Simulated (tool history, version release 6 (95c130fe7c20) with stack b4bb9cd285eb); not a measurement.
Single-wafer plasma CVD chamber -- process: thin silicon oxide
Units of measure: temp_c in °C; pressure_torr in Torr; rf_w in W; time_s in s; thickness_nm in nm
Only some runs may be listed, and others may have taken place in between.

| run | hour | temp_c | pressure_torr | rf_w | time_s | thickness_nm |
|---|---|---|---|---|---|---|
| 1 | 0 | 425 | 0.926 | 355 | 5.65 | 11.684 |
| 2 | 5.3 | 425 | 0.852 | 345 | 5.64 | 10.652 |
| 3 | 11 | 425 | 0.852 | 345 | 5.37 | 10.005 |
| 4 | 16.2 | 425 | 0.811 | 345 | 5.37 | 9.5454 |
| 5 | 22.1 | 425 | 0.811 | 345 | 5.65 | 10.032 |
| 6 | 28.7 | 425 | 0.773 | 345 | 5.65 | 9.5163 |
| 7 | 32.8 | 425 | 0.746 | 345 | 5.65 | 9.1252 |
| 8 | 38.2 | 425 | 0.727 | 345 | 5.65 | 8.7966 |
| 9 | 39.8 | 425 | 0.714 | 345 | 5.65 | 8.5787 |
| 10 | 46.1 | 425 | 0.705 | 345 | 5.65 | 8.4268 |
| 11 | 50.9 | 425 | 0.699 | 345 | 5.65 | 8.3719 |

Predict the results of run 12:
| 12 | 59.9 | 425 | 0.693 | 345 | 5.65 | ? |

Logged for run 12: thickness_nm 8.3026 nm.
